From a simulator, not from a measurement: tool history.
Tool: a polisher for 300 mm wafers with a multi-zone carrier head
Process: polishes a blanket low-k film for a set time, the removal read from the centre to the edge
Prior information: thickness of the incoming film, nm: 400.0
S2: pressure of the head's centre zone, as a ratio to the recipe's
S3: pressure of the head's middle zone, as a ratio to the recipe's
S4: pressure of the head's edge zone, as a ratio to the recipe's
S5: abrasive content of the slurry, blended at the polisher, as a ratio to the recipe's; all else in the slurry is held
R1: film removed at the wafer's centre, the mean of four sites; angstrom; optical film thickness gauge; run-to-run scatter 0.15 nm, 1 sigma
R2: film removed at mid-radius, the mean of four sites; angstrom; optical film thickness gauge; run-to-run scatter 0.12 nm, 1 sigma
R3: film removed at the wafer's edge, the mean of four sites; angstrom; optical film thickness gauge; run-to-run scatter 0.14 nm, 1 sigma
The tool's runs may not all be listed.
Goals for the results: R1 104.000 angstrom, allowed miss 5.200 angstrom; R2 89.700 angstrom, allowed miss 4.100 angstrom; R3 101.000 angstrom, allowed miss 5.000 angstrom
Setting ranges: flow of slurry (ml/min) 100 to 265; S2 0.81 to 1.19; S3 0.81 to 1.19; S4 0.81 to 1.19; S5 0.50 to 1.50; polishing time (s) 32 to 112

run 1 hour=0.0 | flow_of_slurry_(ml/min)=170 S2=1.00 S3=1.00 S4=1.00 S5=1.00 polishing_time_(s)=72 | R1=190.440 R2=192.170 R3=192.900
run 2 hour=8.3 | flow_of_slurry_(ml/min)=170 S2=1.00 S3=1.00 S4=1.00 S5=1.00 polishing_time_(s)=84 | R1=227.560 R2=225.840 R3=222.550
run 3 hour=12.0 | flow_of_slurry_(ml/min)=165 S2=1.01 S3=0.97 S4=0.98 S5=0.90 polishing_time_(s)=77 | R1=193.620 R2=190.260 R3=198.310
run 4 hour=16.6 | flow_of_slurry_(ml/min)=170 S2=1.04 S3=0.97 S4=0.97 S5=0.85 polishing_time_(s)=69 | R1=179.480 R2=169.590 R3=165.990
run 5 hour=19.5 | flow_of_slurry_(ml/min)=170 S2=1.04 S3=0.95 S4=0.97 S5=0.80 polishing_time_(s)=64 | R1=162.480 R2=149.150 R3=152.210
run 6 hour=22.7 | flow_of_slurry_(ml/min)=170 S2=1.04 S3=0.95 S4=0.97 S5=0.65 polishing_time_(s)=64 | R1=143.290 R2=137.290 R3=140.040
run 7 hour=31.2 | flow_of_slurry_(ml/min)=170 S2=1.04 S3=0.95 S4=0.97 S5=0.65 polishing_time_(s)=64 | R1=147.210 R2=135.870 R3=139.180
run 8 hour=39.8 | flow_of_slurry_(ml/min)=170 S2=1.04 S3=0.93 S4=0.97 S5=0.60 polishing_time_(s)=61 | R1=129.160 R2=120.140 R3=127.180
run 9 hour=46.5 | flow_of_slurry_(ml/min)=170 S2=1.04 S3=0.91 S4=0.96 S5=0.60 polishing_time_(s)=60 | R1=128.550 R2=119.230 R3=124.150
run 10 hour=49.4 | flow_of_slurry_(ml/min)=165 S2=1.04 S3=0.89 S4=0.96 S5=0.60 polishing_time_(s)=59 | R1=130.600 R2=115.160 R3=120.490
run 11 hour=53.4 | flow_of_slurry_(ml/min)=165 S2=1.04 S3=0.89 S4=0.96 S5=0.60 polishing_time_(s)=59 | R1=129.820 R2=110.700 R3=120.870

Of the 4 settings listed for the next run, only one would bring every result within its allowed miss of target. Which one?
run A hour=57.4 | flow_of_slurry_(ml/min)=175 S2=0.96 S3=0.89 S4=1.04 S5=0.55 polishing_time_(s)=49 | R1=? R2=? R3=?
run B hour=57.4 | flow_of_slurry_(ml/min)=150 S2=1.19 S3=0.84 S4=0.95 S5=0.75 polishing_time_(s)=45 | R1=? R2=? R3=?
run C hour=57.4 | flow_of_slurry_(ml/min)=150 S2=1.00 S3=0.88 S4=0.98 S5=0.50 polishing_time_(s)=49 | R1=? R2=? R3=?
run D hour=57.4 | flow_of_slurry_(ml/min)=175 S2=1.06 S3=0.89 S4=1.04 S5=0.50 polishing_time_(s)=51 | R1=? R2=? R3=?

move=A R1=95.731 R2=91.285 R3=99.081
move=B R1=122.760 R2=90.385 R3=99.255
move=C R1=91.759 R2=83.532 R3=89.641
move=D R1=104.820 R2=90.404 R3=98.176
A: brings the result that was furthest off to its target, and leaves another outside
B: brings the result that was furthest off to its target, and leaves another outside
C: the result that was furthest off in the last run now lies on the other side of its target
D: in spec on every target
The right move is D.
